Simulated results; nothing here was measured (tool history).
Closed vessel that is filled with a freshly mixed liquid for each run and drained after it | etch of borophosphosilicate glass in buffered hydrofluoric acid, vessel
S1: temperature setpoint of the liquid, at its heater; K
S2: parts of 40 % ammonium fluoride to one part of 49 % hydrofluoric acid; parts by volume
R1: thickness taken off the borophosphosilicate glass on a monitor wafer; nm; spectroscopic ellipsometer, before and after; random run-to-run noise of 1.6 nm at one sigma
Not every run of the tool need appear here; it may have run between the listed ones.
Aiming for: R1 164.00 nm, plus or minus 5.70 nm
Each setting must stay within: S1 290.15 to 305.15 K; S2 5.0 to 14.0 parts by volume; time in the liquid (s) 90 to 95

{"run": 1, "hour": 0.0, "S1": 297.15, "S2": 8.5, "time in the liquid (s)": 90, "R1": 245.1}
{"run": 2, "hour": 4.2, "S1": 296.15, "S2": 8.5, "time in the liquid (s)": 90, "R1": 235.02}
{"run": 3, "hour": 12.9, "S1": 299.65, "S2": 8.5, "time in the liquid (s)": 90, "R1": 281.93}
{"run": 4, "hour": 19.8, "S1": 299.65, "S2": 10.5, "time in the liquid (s)": 90, "R1": 239.58}
{"run": 5, "hour": 21.5, "S1": 299.15, "S2": 10.5, "time in the liquid (s)": 90, "R1": 232.15}
{"run": 6, "hour": 29.3, "S1": 297.65, "S2": 10.5, "time in the liquid (s)": 90, "R1": 213.29}
{"run": 7, "hour": 33.2, "S1": 297.15, "S2": 10.5, "time in the liquid (s)": 90, "R1": 210.09}
{"run": 8, "hour": 39.6, "S1": 296.65, "S2": 10.5, "time in the liquid (s)": 90, "R1": 204.12}
{"run": 9, "hour": 48.5, "S1": 296.15, "S2": 10.5, "time in the liquid (s)": 90, "R1": 196.94}
{"run": 10, "hour": 56.9, "S1": 295.65, "S2": 10.5, "time in the liquid (s)": 90, "R1": 192.52}
{"run": 11, "hour": 63.1, "S1": 295.15, "S2": 10.5, "time in the liquid (s)": 90, "R1": 187.45}
{"run": 12, "hour": 70.3, "S1": 294.65, "S2": 10.5, "time in the liquid (s)": 90, "R1": 182.71}

Exactly one of the 4 candidate moves below puts every result within its allowed miss. Which one?
{"run": "A", "hour": 77.5, "S1": 294.15, "S2": 11.0, "time in the liquid (s)": 95, "R1": "?"}
{"run": "B", "hour": 77.5, "S1": 294.65, "S2": 9.0, "time in the liquid (s)": 95, "R1": "?"}
{"run": "C", "hour": 77.5, "S1": 296.65, "S2": 14.0, "time in the liquid (s)": 95, "R1": "?"}
{"run": "D", "hour": 77.5, "S1": 290.15, "S2": 8.0, "time in the liquid (s)": 90, "R1": "?"}

move=A R1=181.90
move=B R1=219.59
move=C R1=164.42
move=D R1=184.47
A: as far off as the last run
B: further off than the last run
C: all results land within tolerance of their targets
D: further off than the last run
Correct choice: C, which meets every target
